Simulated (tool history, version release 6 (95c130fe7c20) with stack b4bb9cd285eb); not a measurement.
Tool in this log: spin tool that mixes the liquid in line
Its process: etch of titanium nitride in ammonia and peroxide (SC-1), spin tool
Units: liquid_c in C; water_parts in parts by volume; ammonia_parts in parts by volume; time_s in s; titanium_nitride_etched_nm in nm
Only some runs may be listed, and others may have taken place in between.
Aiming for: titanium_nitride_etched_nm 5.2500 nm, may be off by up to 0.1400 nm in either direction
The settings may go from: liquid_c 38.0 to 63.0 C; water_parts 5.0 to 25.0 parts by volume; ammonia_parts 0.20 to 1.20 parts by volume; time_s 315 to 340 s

run,hour,liquid_c,water_parts,ammonia_parts,time_s,titanium_nitride_etched_nm
1,0.0,47.0,14.0,0.80,315,9.0702
2,6.8,42.5,14.0,0.80,315,6.5130
3,11.9,39.0,14.0,0.80,315,5.0776
4,20.3,38.0,14.0,0.80,315,4.7175
5,28.2,38.0,18.5,0.80,315,4.0080
6,31.0,38.0,18.5,0.80,340,4.3774
7,39.0,38.5,18.5,0.80,340,4.4942
8,45.0,38.5,18.5,0.80,340,4.4892
9,48.8,39.0,18.5,0.80,340,4.6745
10,55.3,39.5,18.5,0.80,340,4.9378
11,59.4,40.0,18.5,0.80,340,5.0881

Pick the move, out of 5, that brings all results within their allowed miss; only one does.
A,63.5,41.0,17.5,0.80,340,?
B,63.5,39.5,14.0,0.75,320,?
C,63.5,40.5,19.5,0.80,320,?
D,63.5,40.0,21.0,1.20,330,?
E,63.5,41.0,20.5,0.70,330,?

move,titanium_nitride_etched_nm
A,5.6378
B,5.2952
C,4.8200
D,4.9349
E,4.8985
A: the result that was furthest off in the last run now lies on the other side of its target
B: all results land within tolerance of their targets
C: moves away from the targets compared with the last run
D: moves away from the targets compared with the last run
E: moves away from the targets compared with the last run
Go with B: it meets all targets.
